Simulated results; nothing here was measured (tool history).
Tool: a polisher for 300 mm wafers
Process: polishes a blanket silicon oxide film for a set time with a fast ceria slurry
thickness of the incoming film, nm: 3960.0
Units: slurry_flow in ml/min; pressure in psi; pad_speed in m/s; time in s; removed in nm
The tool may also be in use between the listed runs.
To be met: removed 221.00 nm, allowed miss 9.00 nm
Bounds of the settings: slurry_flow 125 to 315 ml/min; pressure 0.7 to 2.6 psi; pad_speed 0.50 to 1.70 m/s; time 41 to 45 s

Run 1, day 0.000: slurry_flow 205 ml/min, pressure 1.6 psi, pad_speed 1.10 m/s, time 45 s. Result: removed 442.49 nm.
Run 2, day 0.096: slurry_flow 205 ml/min, pressure 1.6 psi, pad_speed 0.98 m/s, time 45 s. Result: removed 395.50 nm.
Run 3, day 0.462: slurry_flow 205 ml/min, pressure 1.4 psi, pad_speed 0.98 m/s, time 45 s. Result: removed 354.31 nm.
Run 4, day 0.492: slurry_flow 205 ml/min, pressure 1.4 psi, pad_speed 0.98 m/s, time 45 s. Result: removed 349.53 nm.
Run 5, day 0.642: slurry_flow 205 ml/min, pressure 1.2 psi, pad_speed 0.98 m/s, time 45 s. Result: removed 301.36 nm.
Run 6, day 0.688: slurry_flow 205 ml/min, pressure 1.2 psi, pad_speed 0.98 m/s, time 41 s. Result: removed 272.90 nm.
Run 7, day 0.775: slurry_flow 205 ml/min, pressure 1.1 psi, pad_speed 0.98 m/s, time 41 s. Result: removed 255.10 nm.
At day 0.933: worn pad replaced by a new one.
Run 8, day 0.933: slurry_flow 205 ml/min, pressure 1.0 psi, pad_speed 0.98 m/s, time 41 s. Result: removed 249.22 nm.

4 next moves are on the table. One of them brings every result within its allowed miss. Which?
Run A, day 1.092: slurry_flow 200 ml/min, pressure 1.0 psi, pad_speed 1.02 m/s, time 41 s. Result: removed ?.
Run B, day 1.092: slurry_flow 185 ml/min, pressure 1.1 psi, pad_speed 0.94 m/s, time 45 s. Result: removed ?.
Run C, day 1.092: slurry_flow 230 ml/min, pressure 1.1 psi, pad_speed 0.94 m/s, time 42 s. Result: removed ?.
Run D, day 1.092: slurry_flow 225 ml/min, pressure 1.0 psi, pad_speed 0.76 m/s, time 45 s. Result: removed ?.

move  removed
   A   257.93
   B   285.30
   C   270.83
   D   216.79
A: further off than the last run
B: further off than the last run
C: further off than the last run
D: meets every target
Answer: D
